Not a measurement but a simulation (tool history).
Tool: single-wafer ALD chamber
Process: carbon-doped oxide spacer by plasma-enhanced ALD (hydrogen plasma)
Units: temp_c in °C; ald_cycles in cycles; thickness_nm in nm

{"run": 1, "hour": 0.0, "temp_c": 380, "ald_cycles": 315, "thickness_nm": 15.878}
{"run": 2, "hour": 2.7, "temp_c": 380, "ald_cycles": 273, "thickness_nm": 13.729}
{"run": 3, "hour": 6.9, "temp_c": 385, "ald_cycles": 273, "thickness_nm": 13.78}
{"run": 4, "hour": 13.0, "temp_c": 385, "ald_cycles": 280, "thickness_nm": 14.08}
{"run": 5, "hour": 17.2, "temp_c": 395, "ald_cycles": 280, "thickness_nm": 14.068}
{"run": 6, "hour": 25.0, "temp_c": 395, "ald_cycles": 285, "thickness_nm": 14.335}
{"run": 7, "hour": 32.9, "temp_c": 395, "ald_cycles": 288, "thickness_nm": 14.509}

Run 8 comes next. What will it give?
{"run": 8, "hour": 40.7, "temp_c": 395, "ald_cycles": 290, "thickness_nm": "?"}

Run 8 gave thickness_nm 14.618 nm.
